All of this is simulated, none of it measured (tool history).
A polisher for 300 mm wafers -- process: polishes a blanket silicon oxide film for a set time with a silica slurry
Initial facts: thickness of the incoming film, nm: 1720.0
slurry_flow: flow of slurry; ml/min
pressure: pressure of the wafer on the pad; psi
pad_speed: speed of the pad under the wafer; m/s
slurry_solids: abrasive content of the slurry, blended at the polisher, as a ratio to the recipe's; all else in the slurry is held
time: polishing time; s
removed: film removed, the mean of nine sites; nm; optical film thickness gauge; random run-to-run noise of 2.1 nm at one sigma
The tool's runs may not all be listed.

run 1 day=0.000 | slurry_flow=285 pressure=5.1 pad_speed=1.06 slurry_solids=1.0 time=61 | removed=243.43
run 2 day=0.054 | slurry_flow=285 pressure=5.1 pad_speed=1.06 slurry_solids=1.0 time=65 | removed=254.46
run 3 day=0.175 | slurry_flow=285 pressure=5.1 pad_speed=1.30 slurry_solids=1.0 time=65 | removed=304.12
run 4 day=0.312 | slurry_flow=285 pressure=5.1 pad_speed=1.02 slurry_solids=1.0 time=65 | removed=254.37
run 5 day=0.467 | slurry_flow=285 pressure=4.2 pad_speed=0.98 slurry_solids=1.0 time=65 | removed=202.41
run 6 day=0.696 | slurry_flow=320 pressure=4.2 pad_speed=0.98 slurry_solids=1.0 time=65 | removed=199.41
run 7 day=1.008 | slurry_flow=320 pressure=3.7 pad_speed=0.96 slurry_solids=1.0 time=65 | removed=174.35
run 8 day=1.179 | slurry_flow=320 pressure=3.4 pad_speed=0.96 slurry_solids=1.0 time=65 | removed=165.35
run 9 day=1.312 | slurry_flow=320 pressure=3.4 pad_speed=0.96 slurry_solids=1.0 time=65 | removed=163.36

For run 10, what comes out?
run 10 day=1.504 | slurry_flow=320 pressure=3.2 pad_speed=0.96 slurry_solids=1.0 time=65 | removed=?

Run 10 measured removed 152.91 nm.

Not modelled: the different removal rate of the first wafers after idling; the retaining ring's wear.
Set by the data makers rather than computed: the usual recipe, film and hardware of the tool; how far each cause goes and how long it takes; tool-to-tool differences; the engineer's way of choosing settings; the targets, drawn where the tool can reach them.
